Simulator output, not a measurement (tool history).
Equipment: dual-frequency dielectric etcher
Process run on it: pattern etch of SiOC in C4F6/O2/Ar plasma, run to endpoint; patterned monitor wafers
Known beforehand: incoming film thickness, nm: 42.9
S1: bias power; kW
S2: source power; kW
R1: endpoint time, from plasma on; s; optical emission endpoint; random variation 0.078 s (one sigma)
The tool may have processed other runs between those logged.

run  hour     S1    S2      R1
  1     0  0.604  0.36  14.842
  2     3  0.547  0.36  15.476
  3   4.2  0.518  0.36  15.884
  4     8  0.498  0.36  16.336
  5  14.9  0.579  0.36  15.011
  6  19.4  0.579  0.32  16.026
  7  22.8  0.471  0.31  17.523

Run 8, settings as shown, results not yet in. Your forecast:
  8  31.7  0.477  0.31   ?

{"run 8": {"R1": 17.542}}
